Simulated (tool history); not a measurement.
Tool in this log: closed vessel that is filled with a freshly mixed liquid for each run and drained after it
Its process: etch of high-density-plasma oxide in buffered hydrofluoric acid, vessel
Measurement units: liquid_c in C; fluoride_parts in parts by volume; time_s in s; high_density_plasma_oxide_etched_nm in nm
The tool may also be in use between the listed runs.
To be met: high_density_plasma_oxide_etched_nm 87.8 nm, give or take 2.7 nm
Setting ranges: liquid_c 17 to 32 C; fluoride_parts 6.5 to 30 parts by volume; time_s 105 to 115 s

| run | hour | liquid_c | fluoride_parts | time_s | high_density_plasma_oxide_etched_nm |
|---|---|---|---|---|---|
| 1 | 0 | 25 | 18.5 | 105 | 72.077 |
| 2 | 1.9 | 25.5 | 18.5 | 105 | 73.553 |
| 3 | 5.8 | 25.5 | 13.5 | 105 | 99.899 |
| 4 | 14.6 | 25 | 13.5 | 105 | 99.408 |
| 5 | 15.7 | 25 | 10.5 | 105 | 123.7 |
| 6 | 17.5 | 25 | 10.5 | 115 | 136.33 |
| 7 | 22.3 | 24 | 10.5 | 115 | 130.54 |
| 8 | 26.1 | 23 | 10.5 | 115 | 122.63 |
| 9 | 32.6 | 22.5 | 10.5 | 115 | 119.71 |
| 10 | 38.7 | 22 | 10.5 | 115 | 116.03 |
| 11 | 46.3 | 21.5 | 10.5 | 115 | 113.4 |
| 12 | 47.1 | 21 | 10.5 | 115 | 110.24 |
| 13 | 49.6 | 20.5 | 10.5 | 115 | 106.79 |
| 14 | 57 | 20.5 | 10.5 | 115 | 106.06 |
| 15 | 64.4 | 20 | 10.5 | 115 | 104.66 |
| 16 | 66.7 | 19.5 | 10.5 | 115 | 100.92 |
| 17 | 73.7 | 19 | 10.5 | 115 | 98.137 |
| 18 | 80.5 | 18 | 10.5 | 115 | 91.459 |

Which one of the following 4 next-run settings gets every result inside its allowed miss? There is exactly one.
| A | 87.3 | 18 | 12 | 115 | ? |
| B | 87.3 | 18.5 | 11.5 | 115 | ? |
| C | 87.3 | 18 | 11.5 | 110 | ? |
| D | 87.3 | 22.5 | 14 | 105 | ? |

| move | high_density_plasma_oxide_etched_nm |
|---|---|
| A | 80.149 |
| B | 85.957 |
| C | 79.923 |
| D | 80.929 |
A: takes the biggest miss from the last run beyond its target
B: all results land within tolerance of their targets
C: takes the biggest miss from the last run beyond its target
D: takes the biggest miss from the last run beyond its target
B meets every target.
